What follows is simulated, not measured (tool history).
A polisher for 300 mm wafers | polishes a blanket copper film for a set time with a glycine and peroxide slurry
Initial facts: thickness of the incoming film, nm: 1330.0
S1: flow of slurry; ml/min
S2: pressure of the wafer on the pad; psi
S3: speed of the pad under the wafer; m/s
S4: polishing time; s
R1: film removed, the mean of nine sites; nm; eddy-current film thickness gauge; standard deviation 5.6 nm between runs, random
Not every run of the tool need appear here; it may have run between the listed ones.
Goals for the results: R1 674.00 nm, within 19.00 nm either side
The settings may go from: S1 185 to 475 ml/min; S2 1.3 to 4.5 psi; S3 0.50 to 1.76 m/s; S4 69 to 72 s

run 1 day=0.000 | S1=305 S2=2.9 S3=1.12 S4=69 | R1=516.25
run 2 day=0.150 | S1=305 S2=3.0 S3=1.12 S4=69 | R1=538.94
run 3 day=0.475 | S1=305 S2=3.1 S3=1.12 S4=69 | R1=547.24
run 4 day=0.821 | S1=305 S2=3.1 S3=1.38 S4=69 | R1=633.52
run 5 day=0.938 | S1=310 S2=3.2 S3=1.38 S4=69 | R1=649.62
run 6 day=1.208 | S1=310 S2=3.2 S3=1.66 S4=69 | R1=748.55
run 7 day=1.458 | S1=310 S2=3.1 S3=1.66 S4=69 | R1=720.27
run 8 day=1.575 | S1=310 S2=3.0 S3=1.66 S4=69 | R1=697.17

Consider the 4 candidate settings below. Which is the only one whose results all fall within their allowed miss of target?
run A day=1.692 | S1=325 S2=3.0 S3=1.68 S4=71 | R1=?
run B day=1.692 | S1=245 S2=2.8 S3=1.64 S4=72 | R1=?
run C day=1.692 | S1=345 S2=3.2 S3=1.54 S4=70 | R1=?
run D day=1.692 | S1=320 S2=3.4 S3=1.42 S4=71 | R1=?

move=A R1=733.32
move=B R1=680.09
move=C R1=715.47
move=D R1=714.17
A: further off than the last run
B: hits every target within its allowed miss
C: further off than the last run
D: further off than the last run
Answer: B
